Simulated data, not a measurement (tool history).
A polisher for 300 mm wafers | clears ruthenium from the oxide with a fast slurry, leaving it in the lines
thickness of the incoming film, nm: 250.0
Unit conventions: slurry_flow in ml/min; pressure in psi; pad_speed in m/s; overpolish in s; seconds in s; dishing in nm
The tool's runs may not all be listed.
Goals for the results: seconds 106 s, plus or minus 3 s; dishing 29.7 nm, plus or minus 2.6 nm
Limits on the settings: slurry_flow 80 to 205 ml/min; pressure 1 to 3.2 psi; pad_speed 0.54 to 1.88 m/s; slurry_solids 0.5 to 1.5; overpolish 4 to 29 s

{"run": 1, "hour": 0.0, "slurry_flow": 135, "pressure": 2.1, "pad_speed": 1.2, "slurry_solids": 1, "overpolish": 15, "seconds": 55.022, "dishing": 55.67}
{"run": 2, "hour": 3.2, "slurry_flow": 125, "pressure": 1.7, "pad_speed": 1.16, "slurry_solids": 1, "overpolish": 15, "seconds": 69.38, "dishing": 41.774}
{"run": 3, "hour": 4.7, "slurry_flow": 155, "pressure": 1.7, "pad_speed": 1.16, "slurry_solids": 1, "overpolish": 15, "seconds": 66.993, "dishing": 44.42}
{"run": 4, "hour": 11.4, "slurry_flow": 155, "pressure": 1.7, "pad_speed": 1.16, "slurry_solids": 0.85, "overpolish": 15, "seconds": 72.052, "dishing": 43.444}
{"run": 5, "hour": 12.1, "slurry_flow": 145, "pressure": 1.5, "pad_speed": 1.16, "slurry_solids": 0.85, "overpolish": 15, "seconds": 82.584, "dishing": 38.235}
{"run": 6, "hour": 17.3, "slurry_flow": 145, "pressure": 1.5, "pad_speed": 1.46, "slurry_solids": 0.85, "overpolish": 15, "seconds": 67.569, "dishing": 44.676}
{"run": 7, "hour": 22.6, "slurry_flow": 135, "pressure": 1.3, "pad_speed": 1.38, "slurry_solids": 0.85, "overpolish": 15, "seconds": 81.656, "dishing": 37.728}
{"run": 8, "hour": 30.1, "slurry_flow": 125, "pressure": 1.2, "pad_speed": 1.36, "slurry_solids": 0.85, "overpolish": 15, "seconds": 91.173, "dishing": 34.593}
{"run": 9, "hour": 38.9, "slurry_flow": 115, "pressure": 1.2, "pad_speed": 1.36, "slurry_solids": 0.85, "overpolish": 15, "seconds": 92.685, "dishing": 34.48}
{"run": 10, "hour": 40.0, "slurry_flow": 105, "pressure": 1.2, "pad_speed": 1.36, "slurry_solids": 0.85, "overpolish": 15, "seconds": 94.582, "dishing": 34.261}
{"run": 11, "hour": 44.1, "slurry_flow": 100, "pressure": 1.2, "pad_speed": 1.36, "slurry_solids": 0.85, "overpolish": 15, "seconds": 94.7, "dishing": 34.246}

Next run, 5 choices. One meets every target within its allowed miss, the rest don't. Which?
{"run": "A", "hour": 48.2, "slurry_flow": 105, "pressure": 1, "pad_speed": 1.46, "slurry_solids": 0.85, "overpolish": 15, "seconds": "?", "dishing": "?"}
{"run": "B", "hour": 48.2, "slurry_flow": 100, "pressure": 1.3, "pad_speed": 1.42, "slurry_solids": 0.85, "overpolish": 18, "seconds": "?", "dishing": "?"}
{"run": "C", "hour": 48.2, "slurry_flow": 90, "pressure": 1.5, "pad_speed": 1, "slurry_solids": 0.7, "overpolish": 22, "seconds": "?", "dishing": "?"}
{"run": "D", "hour": 48.2, "slurry_flow": 80, "pressure": 1, "pad_speed": 1.86, "slurry_solids": 0.65, "overpolish": 21, "seconds": "?", "dishing": "?"}
{"run": "E", "hour": 48.2, "slurry_flow": 105, "pressure": 1.1, "pad_speed": 1.54, "slurry_solids": 1.1, "overpolish": 12, "seconds": "?", "dishing": "?"}

move=A seconds=103.76 dishing=29.547
move=B seconds=83.716 dishing=42.587
move=C seconds=109.99 dishing=39.881
move=D seconds=100.71 dishing=41.421
move=E seconds=80.977 dishing=30.239
A: all results land within tolerance of their targets
B: lands further from the targets than the last run did
C: carries the result that was furthest off beyond its target, to the other side
D: lands further from the targets than the last run did
E: lands further from the targets than the last run did
The move that meets every target is A.
